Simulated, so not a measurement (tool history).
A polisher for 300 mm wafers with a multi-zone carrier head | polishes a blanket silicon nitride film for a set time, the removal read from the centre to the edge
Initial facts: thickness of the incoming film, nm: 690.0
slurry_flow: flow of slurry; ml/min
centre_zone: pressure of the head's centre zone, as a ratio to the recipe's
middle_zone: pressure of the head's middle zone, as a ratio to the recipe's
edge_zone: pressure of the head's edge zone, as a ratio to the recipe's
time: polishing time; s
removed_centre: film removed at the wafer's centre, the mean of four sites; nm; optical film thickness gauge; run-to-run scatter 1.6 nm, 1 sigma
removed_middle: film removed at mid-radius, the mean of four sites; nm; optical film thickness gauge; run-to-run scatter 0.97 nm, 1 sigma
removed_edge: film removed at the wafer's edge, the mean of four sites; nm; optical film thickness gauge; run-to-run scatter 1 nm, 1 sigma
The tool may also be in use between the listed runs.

Run 1, hour 0: slurry_flow 145 ml/min, centre_zone 1, middle_zone 1, edge_zone 1, time 80 s. Result: removed_centre 109.06 nm, removed_middle 111.67 nm, removed_edge 117.15 nm.
Run 2, hour 6.8: slurry_flow 145 ml/min, centre_zone 1, middle_zone 1, edge_zone 1.04, time 80 s. Result: removed_centre 112.73 nm, removed_middle 110.88 nm, removed_edge 118.93 nm.
Run 3, hour 15.4: slurry_flow 145 ml/min, centre_zone 1.05, middle_zone 1, edge_zone 1.04, time 80 s. Result: removed_centre 115.76 nm, removed_middle 111.66 nm, removed_edge 119.35 nm.
Run 4, hour 17.4: slurry_flow 175 ml/min, centre_zone 1.05, middle_zone 1, edge_zone 1.04, time 80 s. Result: removed_centre 116.78 nm, removed_middle 114.57 nm, removed_edge 121.17 nm.
Run 5, hour 19.5: slurry_flow 175 ml/min, centre_zone 1.13, middle_zone 1, edge_zone 1.04, time 80 s. Result: removed_centre 127.52 nm, removed_middle 113.98 nm, removed_edge 122.15 nm.
Run 6, hour 28.2: slurry_flow 200 ml/min, centre_zone 1.13, middle_zone 1, edge_zone 1.04, time 80 s. Result: removed_centre 129.63 nm, removed_middle 116.89 nm, removed_edge 123.64 nm.
Run 7, hour 34.9: slurry_flow 200 ml/min, centre_zone 1.14, middle_zone 1.02, edge_zone 1.04, time 81 s. Result: removed_centre 134.35 nm, removed_middle 119.23 nm, removed_edge 126.57 nm.
At hour 39.2: slurry nozzle cleaned.
Run 8, hour 39.2: slurry_flow 205 ml/min, centre_zone 1.14, middle_zone 1.05, edge_zone 1.03, time 82 s. Result: removed_centre 141.64 nm, removed_middle 127.08 nm, removed_edge 128.04 nm.
Run 9, hour 40: slurry_flow 205 ml/min, centre_zone 1.14, middle_zone 1.07, edge_zone 1.04, time 82 s. Result: removed_centre 138.94 nm, removed_middle 129.73 nm, removed_edge 128.4 nm.
Run 10, hour 48.2: slurry_flow 205 ml/min, centre_zone 1.14, middle_zone 1.07, edge_zone 1.04, time 82 s. Result: removed_centre 140.92 nm, removed_middle 126.67 nm, removed_edge 128.28 nm.
Run 11, hour 57.1: slurry_flow 205 ml/min, centre_zone 1.13, middle_zone 1.09, edge_zone 1.04, time 82 s. Result: removed_centre 140.49 nm, removed_middle 130.23 nm, removed_edge 128.86 nm.

Run 12 has not been measured yet. What should we expect?
Run 12, hour 61.9: slurry_flow 225 ml/min, centre_zone 1.16, middle_zone 1.15, edge_zone 1.07, time 83 s. Result: removed_centre ?, removed_middle ?, removed_edge ?.

Logged for run 12: removed_centre 145.3 nm, removed_middle 138.65 nm, removed_edge 133.14 nm.
